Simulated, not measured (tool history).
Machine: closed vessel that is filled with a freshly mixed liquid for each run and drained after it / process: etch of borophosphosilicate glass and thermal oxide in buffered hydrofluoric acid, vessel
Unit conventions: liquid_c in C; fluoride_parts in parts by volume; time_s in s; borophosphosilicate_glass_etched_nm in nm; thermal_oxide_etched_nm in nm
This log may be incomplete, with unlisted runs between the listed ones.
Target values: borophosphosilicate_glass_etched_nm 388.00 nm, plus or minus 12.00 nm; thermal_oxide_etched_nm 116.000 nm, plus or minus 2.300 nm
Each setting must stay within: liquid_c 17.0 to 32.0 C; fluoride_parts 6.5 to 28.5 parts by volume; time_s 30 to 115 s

| run | day | liquid_c | fluoride_parts | time_s | borophosphosilicate_glass_etched_nm | thermal_oxide_etched_nm |
|---|---|---|---|---|---|---|
| 1 | 0.000 | 24.0 | 17.5 | 60 | 144.93 | 43.217 |
| 2 | 0.054 | 22.0 | 17.5 | 60 | 126.97 | 38.437 |
| 3 | 0.221 | 22.0 | 20.0 | 60 | 112.85 | 33.512 |
| 4 | 0.275 | 22.0 | 23.0 | 60 | 101.92 | 30.439 |
| 5 | 0.488 | 22.0 | 19.0 | 60 | 117.39 | 35.388 |
| 6 | 0.662 | 22.0 | 21.5 | 60 | 107.27 | 32.249 |
| 7 | 0.850 | 24.5 | 17.5 | 60 | 148.18 | 43.778 |
| 8 | 1.125 | 28.5 | 12.0 | 65 | 288.10 | 85.371 |
| 9 | 1.488 | 29.5 | 11.5 | 65 | 309.93 | 94.564 |
| 10 | 1.546 | 30.0 | 11.0 | 65 | 332.63 | 99.609 |
| 11 | 1.600 | 30.5 | 11.0 | 65 | 346.43 | 103.150 |
| 12 | 1.954 | 31.0 | 11.0 | 65 | 352.31 | 105.330 |
| 13 | 2.279 | 31.5 | 11.0 | 65 | 358.29 | 109.410 |
| 14 | 2.442 | 31.5 | 9.5 | 65 | 416.47 | 122.190 |

4 candidate next runs follow, results not yet known. Just one meets every target within its allowed miss. Identify it.
| A | 2.604 | 31.5 | 10.5 | 70 | ? | ? |
| B | 2.604 | 28.5 | 7.5 | 55 | ? | ? |
| C | 2.604 | 32.0 | 15.0 | 95 | ? | ? |
| D | 2.604 | 29.5 | 7.0 | 50 | ? | ? |

| move | borophosphosilicate_glass_etched_nm | thermal_oxide_etched_nm |
|---|---|---|
| A | 404.49 | 123.590 |
| B | 372.22 | 113.230 |
| C | 397.05 | 121.550 |
| D | 384.34 | 116.880 |
A: lands further from the targets than the last run did
B: pushes the last run's worst result past its target
C: gains on the last run, yet a result remains outside its allowed miss
D: every result lands within tolerance
Go with D: it meets all targets.

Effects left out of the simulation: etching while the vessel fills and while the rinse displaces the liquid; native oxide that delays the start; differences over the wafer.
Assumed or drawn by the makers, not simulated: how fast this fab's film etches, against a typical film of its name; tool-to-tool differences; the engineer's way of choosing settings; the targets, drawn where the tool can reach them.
